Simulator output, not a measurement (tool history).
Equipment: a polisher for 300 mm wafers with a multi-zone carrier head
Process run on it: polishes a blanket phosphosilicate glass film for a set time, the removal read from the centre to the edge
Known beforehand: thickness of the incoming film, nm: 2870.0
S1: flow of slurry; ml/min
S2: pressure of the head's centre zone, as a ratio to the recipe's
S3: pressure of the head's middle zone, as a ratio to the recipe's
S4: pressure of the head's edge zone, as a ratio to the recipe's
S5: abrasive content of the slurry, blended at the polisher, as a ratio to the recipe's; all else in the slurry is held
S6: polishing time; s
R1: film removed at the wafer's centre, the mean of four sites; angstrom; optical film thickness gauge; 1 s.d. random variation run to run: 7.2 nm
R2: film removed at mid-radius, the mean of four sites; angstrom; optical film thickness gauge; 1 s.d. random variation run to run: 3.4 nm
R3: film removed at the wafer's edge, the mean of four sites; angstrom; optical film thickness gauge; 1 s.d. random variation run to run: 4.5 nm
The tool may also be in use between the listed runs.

run	hour	S1	S2	S3	S4	S5	S6	R1	R2	R3
1	0	315	1	1	1	1	47	4094.4	4023.8	4184
2	0.9	325	1.04	1.02	1.03	1.1	47	4382.1	4204.3	4377.6
3	3	330	1.07	1.03	1.04	1.2	47	4678.6	4394.1	4531.8
4	10.6	330	1.01	1.03	1.04	1.2	47	4439.8	4373.2	4549.2
5	15.1	330	1.01	1.03	1.04	1	47	4106.8	4035.3	4224.3
6	17.7	335	1.05	1.03	1.05	1.1	48	4561.2	4334.3	4481.5
# hour 18.7: slurry nozzle cleaned
7	18.7	335	1.07	1.03	1.06	1.2	48	4998.8	4658.8	4794.8
8	20.2	340	1.09	1.04	1.09	1.2	48	5134.2	4675.5	4867

Expected results for the next run?
9	24.9	345	1.1	1.05	1.11	1.2	48	?	?	?

Run 9 yielded R1 5054 angstrom, R2 4759.5 angstrom, R3 4883.6 angstrom.
